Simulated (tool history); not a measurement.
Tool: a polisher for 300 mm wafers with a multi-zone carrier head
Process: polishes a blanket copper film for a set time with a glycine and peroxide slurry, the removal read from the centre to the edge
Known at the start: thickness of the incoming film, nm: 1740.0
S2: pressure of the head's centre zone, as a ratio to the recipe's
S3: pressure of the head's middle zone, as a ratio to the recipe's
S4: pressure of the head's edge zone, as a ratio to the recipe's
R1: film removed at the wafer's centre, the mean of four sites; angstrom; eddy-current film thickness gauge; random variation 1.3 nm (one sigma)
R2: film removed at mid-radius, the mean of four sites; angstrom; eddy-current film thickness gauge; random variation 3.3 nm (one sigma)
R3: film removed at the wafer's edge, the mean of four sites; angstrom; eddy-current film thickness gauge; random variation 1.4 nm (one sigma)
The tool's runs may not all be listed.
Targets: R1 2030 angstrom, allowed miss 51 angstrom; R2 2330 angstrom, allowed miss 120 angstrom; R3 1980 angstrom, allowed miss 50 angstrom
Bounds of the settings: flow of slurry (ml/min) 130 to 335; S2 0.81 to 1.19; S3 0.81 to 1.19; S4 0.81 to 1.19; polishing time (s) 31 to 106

{"run": 1, "day": 0.0, "flow of slurry (ml/min)": 215, "S2": 1, "S3": 1, "S4": 1, "polishing time (s)": 68, "R1": 3881.6, "R2": 3916, "R3": 3851.6}
{"run": 2, "day": 0.238, "flow of slurry (ml/min)": 215, "S2": 1, "S3": 1.06, "S4": 1, "polishing time (s)": 68, "R1": 3902.7, "R2": 4099, "R3": 3812.4}
{"run": 3, "day": 0.571, "flow of slurry (ml/min)": 215, "S2": 0.96, "S3": 1.06, "S4": 1, "polishing time (s)": 68, "R1": 3671.7, "R2": 4064.8, "R3": 3857.8}
{"run": 4, "day": 0.683, "flow of slurry (ml/min)": 215, "S2": 0.96, "S3": 1.12, "S4": 1, "polishing time (s)": 68, "R1": 3757.6, "R2": 4255.8, "R3": 3846.8}
{"run": 5, "day": 0.85, "flow of slurry (ml/min)": 215, "S2": 0.9, "S3": 1.12, "S4": 1, "polishing time (s)": 68, "R1": 3478.8, "R2": 4319.9, "R3": 3856}
{"run": 6, "day": 1.221, "flow of slurry (ml/min)": 210, "S2": 0.91, "S3": 1.12, "S4": 0.98, "polishing time (s)": 63, "R1": 3221.4, "R2": 3961.1, "R3": 3533.2}
{"run": 7, "day": 1.508, "flow of slurry (ml/min)": 205, "S2": 0.92, "S3": 1.12, "S4": 0.96, "polishing time (s)": 59, "R1": 3100.7, "R2": 3782.3, "R3": 3256.2}
{"run": 8, "day": 1.65, "flow of slurry (ml/min)": 165, "S2": 0.87, "S3": 1.02, "S4": 0.86, "polishing time (s)": 40, "R1": 1904.4, "R2": 2280.2, "R3": 2067}
{"run": 9, "day": 1.992, "flow of slurry (ml/min)": 170, "S2": 0.88, "S3": 1.02, "S4": 0.85, "polishing time (s)": 40, "R1": 1960.3, "R2": 2332.9, "R3": 2061}
{"run": 10, "day": 2.35, "flow of slurry (ml/min)": 175, "S2": 0.9, "S3": 1.02, "S4": 0.83, "polishing time (s)": 39, "R1": 1971, "R2": 2263.6, "R3": 1967.6}
{"run": 11, "day": 2.692, "flow of slurry (ml/min)": 185, "S2": 0.9, "S3": 1.03, "S4": 0.83, "polishing time (s)": 39, "R1": 1960.3, "R2": 2245.9, "R3": 1992.7}
{"run": 12, "day": 2.908, "flow of slurry (ml/min)": 185, "S2": 0.9, "S3": 1.04, "S4": 0.83, "polishing time (s)": 39, "R1": 1966.3, "R2": 2300.7, "R3": 2023.6}

Which of these 4 next moves meets every target?
{"run": "A", "day": 3.125, "flow of slurry (ml/min)": 190, "S2": 0.86, "S3": 1.03, "S4": 0.91, "polishing time (s)": 40, "R1": "?", "R2": "?", "R3": "?"}
{"run": "B", "day": 3.125, "flow of slurry (ml/min)": 130, "S2": 0.94, "S3": 1.07, "S4": 0.81, "polishing time (s)": 40, "R1": "?", "R2": "?", "R3": "?"}
{"run": "C", "day": 3.125, "flow of slurry (ml/min)": 230, "S2": 0.88, "S3": 0.91, "S4": 1.02, "polishing time (s)": 37, "R1": "?", "R2": "?", "R3": "?"}
{"run": "D", "day": 3.125, "flow of slurry (ml/min)": 230, "S2": 0.95, "S3": 0.93, "S4": 0.87, "polishing time (s)": 37, "R1": "?", "R2": "?", "R3": "?"}

move=A R1=1917.8 R2=2312.5 R3=2150.4
move=B R1=1999.9 R2=2287.6 R3=1976.7
move=C R1=1853.6 R2=1965 R3=2133.8
move=D R1=2002.6 R2=2000.6 R3=1979.8
A: further off than the last run
B: meets every target
C: further off than the last run
D: brings the result that was furthest off to its target, and leaves another outside
The right move is B.
